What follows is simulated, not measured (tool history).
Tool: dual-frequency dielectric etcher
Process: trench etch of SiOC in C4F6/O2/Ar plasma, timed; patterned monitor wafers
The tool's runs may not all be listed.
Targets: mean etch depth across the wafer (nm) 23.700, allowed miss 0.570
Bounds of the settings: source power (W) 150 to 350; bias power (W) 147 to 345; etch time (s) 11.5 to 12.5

run	hour	source power (W)	bias power (W)	etch time (s)	mean etch depth across the wafer (nm)
1	0.0	250	246	12.5	26.483
2	6.8	230	246	12.5	25.635
3	9.1	220	243	12.5	24.853
4	13.5	220	242	12.5	24.970
5	22.2	210	241	12.5	24.449
6	27.8	210	240	12.5	24.430
7	29.5	210	239	12.5	24.632
8	30.4	210	237	12.5	24.775

5 next moves are on the table. One of them brings every result within its allowed miss. Which?
A	31.3	240	256	12.0	?
B	31.3	210	238	12.5	?
C	31.3	170	264	12.5	?
D	31.3	280	199	12.5	?
E	31.3	210	250	12.5	?

move	mean etch depth across the wafer (nm)
A	25.022
B	24.575
C	23.821
D	25.597
E	24.902
A: further off than the last run
B: nearer than the last run, and not there yet
C: meets every target
D: further off than the last run
E: further off than the last run
The right move is C.
